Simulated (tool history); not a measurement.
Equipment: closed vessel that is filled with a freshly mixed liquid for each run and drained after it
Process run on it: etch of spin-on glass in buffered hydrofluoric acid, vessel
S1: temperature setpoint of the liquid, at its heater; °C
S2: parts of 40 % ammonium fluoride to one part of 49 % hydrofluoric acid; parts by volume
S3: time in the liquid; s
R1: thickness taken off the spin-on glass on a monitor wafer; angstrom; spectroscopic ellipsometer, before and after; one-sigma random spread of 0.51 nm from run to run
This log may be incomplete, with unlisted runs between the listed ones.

{"run": 1, "day": 0.0, "S1": 21, "S2": 13.5, "S3": 30, "R1": 434.5}
{"run": 2, "day": 0.388, "S1": 22.5, "S2": 12.5, "S3": 30, "R1": 510.46}
{"run": 3, "day": 0.75, "S1": 24, "S2": 12.5, "S3": 30, "R1": 559.79}
{"run": 4, "day": 0.979, "S1": 25, "S2": 12, "S3": 30, "R1": 611.27}
{"day": 1.154, "done": "hydrofluoric acid flow meter replaced"}
{"run": 5, "day": 1.154, "S1": 26, "S2": 11.5, "S3": 30, "R1": 719.84}
{"run": 6, "day": 1.367, "S1": 24, "S2": 11.5, "S3": 30, "R1": 648.24}
{"run": 7, "day": 1.596, "S1": 25, "S2": 11.5, "S3": 30, "R1": 674.93}

Run 8 comes next. What will it give?
{"run": 8, "day": 1.738, "S1": 25, "S2": 11.5, "S3": 30, "R1": "?"}

Run 8 came out at R1 684.47 angstrom.

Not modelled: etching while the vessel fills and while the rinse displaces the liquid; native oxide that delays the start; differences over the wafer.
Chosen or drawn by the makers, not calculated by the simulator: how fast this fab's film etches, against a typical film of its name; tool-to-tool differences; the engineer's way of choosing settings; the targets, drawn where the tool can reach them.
